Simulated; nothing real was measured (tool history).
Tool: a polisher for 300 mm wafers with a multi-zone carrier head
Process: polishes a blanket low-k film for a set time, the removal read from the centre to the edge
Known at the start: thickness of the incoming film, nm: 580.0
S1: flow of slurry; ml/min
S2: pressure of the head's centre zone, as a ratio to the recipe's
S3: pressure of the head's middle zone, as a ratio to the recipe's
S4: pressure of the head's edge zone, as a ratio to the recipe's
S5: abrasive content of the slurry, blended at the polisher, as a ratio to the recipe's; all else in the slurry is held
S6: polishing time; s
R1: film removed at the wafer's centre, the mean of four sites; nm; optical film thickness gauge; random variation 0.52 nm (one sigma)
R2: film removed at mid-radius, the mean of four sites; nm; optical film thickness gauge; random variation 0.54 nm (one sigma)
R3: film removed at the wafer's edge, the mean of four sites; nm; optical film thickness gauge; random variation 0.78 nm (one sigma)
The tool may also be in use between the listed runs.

{"run": 1, "hour": 0.0, "S1": 280, "S2": 1, "S3": 1, "S4": 1, "S5": 1, "S6": 61, "R1": 37.456, "R2": 36.905, "R3": 38.533}
{"run": 2, "hour": 5.0, "S1": 280, "S2": 1, "S3": 1, "S4": 1, "S5": 0.8, "S6": 61, "R1": 33.43, "R2": 33.42, "R3": 34.106}
{"run": 3, "hour": 7.7, "S1": 280, "S2": 1, "S3": 0.93, "S4": 1, "S5": 0.8, "S6": 61, "R1": 33.527, "R2": 31.216, "R3": 33.998}
{"run": 4, "hour": 9.0, "S1": 295, "S2": 1.04, "S3": 0.98, "S4": 1.02, "S5": 1, "S6": 62, "R1": 40.057, "R2": 36.985, "R3": 39.405}
{"run": 5, "hour": 11.3, "S1": 330, "S2": 1.04, "S3": 0.98, "S4": 1.02, "S5": 1, "S6": 62, "R1": 40.983, "R2": 36.907, "R3": 40.478}
{"run": 6, "hour": 13.9, "S1": 335, "S2": 1.07, "S3": 1.02, "S4": 1.03, "S5": 1.15, "S6": 63, "R1": 44.919, "R2": 42.457, "R3": 43.103}
{"run": 7, "hour": 20.1, "S1": 345, "S2": 1.09, "S3": 1.03, "S4": 1.05, "S5": 1.25, "S6": 65, "R1": 49.81, "R2": 44.881, "R3": 45.826}
{"run": 8, "hour": 25.6, "S1": 320, "S2": 1.09, "S3": 1.09, "S4": 1.11, "S5": 1.5, "S6": 79, "R1": 62.85, "R2": 61.699, "R3": 63.168}

Run 9 comes next. What will it give?
{"hour": 28.4, "done": "slurry nozzle cleaned"}
{"run": 9, "hour": 28.4, "S1": 325, "S2": 1.1, "S3": 1.08, "S4": 1.1, "S5": 1.5, "S6": 79, "R1": "?", "R2": "?", "R3": "?"}

{"run 9": {"R1": 66.949, "R2": 64.036, "R3": 63.624}}
